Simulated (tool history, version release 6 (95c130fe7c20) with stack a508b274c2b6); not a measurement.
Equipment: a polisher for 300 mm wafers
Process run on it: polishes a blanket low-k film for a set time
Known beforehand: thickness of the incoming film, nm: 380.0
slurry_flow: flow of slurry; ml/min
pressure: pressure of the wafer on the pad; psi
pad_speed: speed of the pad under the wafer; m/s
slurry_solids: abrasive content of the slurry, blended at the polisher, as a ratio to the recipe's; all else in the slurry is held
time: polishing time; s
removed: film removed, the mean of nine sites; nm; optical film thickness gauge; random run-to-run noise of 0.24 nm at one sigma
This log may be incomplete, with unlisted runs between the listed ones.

run	day	slurry_flow	pressure	pad_speed	slurry_solids	time	removed
1	0.000	235	2.2	0.92	1.0	39	15.919
2	0.033	235	2.3	0.92	1.0	39	16.408
3	0.196	195	2.3	0.92	1.0	39	16.194
4	0.446	195	2.3	0.78	1.0	39	14.551
5	0.596	195	1.8	0.78	1.0	39	11.855
6	0.654	160	1.8	0.78	1.0	39	11.949
7	0.929	160	2.0	0.78	1.0	39	12.681
8	1.162	160	2.2	0.78	1.0	39	13.648
9	1.379	160	2.4	0.78	1.0	39	14.584
10	1.667	160	2.6	0.78	1.0	39	15.642

Run 11, settings as shown, results not yet in. Your forecast:
11	1.688	160	3.2	0.80	1.0	39	?

removed: 19.250 nm
